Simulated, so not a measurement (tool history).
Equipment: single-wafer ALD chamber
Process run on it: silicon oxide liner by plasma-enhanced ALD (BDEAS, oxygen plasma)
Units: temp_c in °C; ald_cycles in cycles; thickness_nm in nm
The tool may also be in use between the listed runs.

run,hour,temp_c,ald_cycles,thickness_nm
1,0.0,315,33,2.8988
2,2.5,308,33,2.9248
3,8.3,308,34,3.0051
4,10.3,317,34,2.9650
5,11.5,326,34,2.9533
6,17.3,326,35,3.0416
7,18.4,325,36,3.1162

Run 8 has not been measured yet. What should we expect?
8,19.4,325,37,?

{"run 8": {"thickness_nm": 3.2164}}

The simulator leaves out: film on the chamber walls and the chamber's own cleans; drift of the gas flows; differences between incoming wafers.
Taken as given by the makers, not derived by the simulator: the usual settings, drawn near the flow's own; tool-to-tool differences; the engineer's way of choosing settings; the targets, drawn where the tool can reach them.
